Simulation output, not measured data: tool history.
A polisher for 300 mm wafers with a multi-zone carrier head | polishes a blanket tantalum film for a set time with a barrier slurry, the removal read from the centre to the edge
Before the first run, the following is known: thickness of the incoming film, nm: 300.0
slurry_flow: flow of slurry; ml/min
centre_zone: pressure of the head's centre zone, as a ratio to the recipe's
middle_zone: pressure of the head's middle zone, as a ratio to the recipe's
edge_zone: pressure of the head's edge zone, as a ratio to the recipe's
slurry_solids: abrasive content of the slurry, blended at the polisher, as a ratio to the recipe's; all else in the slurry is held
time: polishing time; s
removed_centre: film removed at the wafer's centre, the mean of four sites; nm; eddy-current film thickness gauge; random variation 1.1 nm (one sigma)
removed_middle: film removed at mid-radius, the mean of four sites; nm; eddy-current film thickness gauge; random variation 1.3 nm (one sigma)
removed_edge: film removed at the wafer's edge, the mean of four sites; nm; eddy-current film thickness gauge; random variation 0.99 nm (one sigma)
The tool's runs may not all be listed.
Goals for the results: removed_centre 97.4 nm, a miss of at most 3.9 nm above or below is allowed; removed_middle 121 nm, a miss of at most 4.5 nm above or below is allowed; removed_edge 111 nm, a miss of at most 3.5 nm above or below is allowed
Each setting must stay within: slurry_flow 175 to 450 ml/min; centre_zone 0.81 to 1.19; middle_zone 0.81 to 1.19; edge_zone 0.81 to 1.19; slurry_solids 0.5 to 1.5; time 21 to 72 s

| run | hour | slurry_flow | centre_zone | middle_zone | edge_zone | slurry_solids | time | removed_centre | removed_middle | removed_edge |
|---|---|---|---|---|---|---|---|---|---|---|
| 1 | 0 | 290 | 1 | 1 | 1 | 1 | 46 | 116.91 | 115.11 | 118.37 |
| 2 | 0.9 | 290 | 1 | 1 | 1 | 1 | 57 | 147.26 | 140.61 | 147.49 |
| 3 | 4.9 | 290 | 0.97 | 1 | 1 | 1 | 57 | 138.93 | 142.66 | 150.2 |
| 4 | 10.8 | 290 | 0.97 | 1 | 1 | 1.1 | 57 | 145 | 143.36 | 149.82 |
| 5 | 13.7 | 290 | 0.97 | 1 | 1 | 1.1 | 51 | 128.21 | 129.67 | 137.04 |
| 6 | 15.9 | 290 | 0.97 | 1 | 1 | 1 | 51 | 124.9 | 127.86 | 133.61 |
| 7 | 19.7 | 290 | 0.97 | 1 | 1 | 1 | 51 | 125.13 | 126.73 | 131.46 |
| 8 | 28.4 | 285 | 0.94 | 1.01 | 0.97 | 0.9 | 51 | 117.49 | 125.41 | 128.08 |
| 9 | 37.2 | 285 | 0.88 | 1.1 | 0.87 | 0.65 | 49 | 95.933 | 113.75 | 102.78 |
| 10 | 46.1 | 290 | 0.88 | 1.11 | 0.89 | 0.65 | 49 | 96.702 | 116.28 | 103.52 |
| 11 | 51.6 | 290 | 0.87 | 1.11 | 0.91 | 0.65 | 49 | 95.783 | 117.59 | 106.91 |
| 12 | 52.8 | 295 | 0.87 | 1.11 | 0.92 | 0.65 | 49 | 95.536 | 116.57 | 106.03 |

Which one of the following 4 next-run settings gets every result inside its allowed miss? There is exactly one.
| A | 54 | 285 | 0.93 | 1.19 | 0.94 | 0.5 | 51 | ? | ? | ? |
| B | 54 | 175 | 0.9 | 1.16 | 0.95 | 0.9 | 48 | ? | ? | ? |
| C | 54 | 290 | 0.88 | 1.15 | 1 | 0.7 | 45 | ? | ? | ? |
| D | 54 | 265 | 0.87 | 1.07 | 0.89 | 0.5 | 54 | ? | ? | ? |

| move | removed_centre | removed_middle | removed_edge |
|---|---|---|---|
| A | 95.479 | 119.11 | 101.36 |
| B | 98.649 | 125.37 | 111.47 |
| C | 90.092 | 115.41 | 104.17 |
| D | 93.626 | 114.25 | 104.2 |
A: its largest miss is bigger than the last run's
B: meets every target
C: its largest miss is bigger than the last run's
D: its largest miss is bigger than the last run's
Correct choice: B, which meets every target
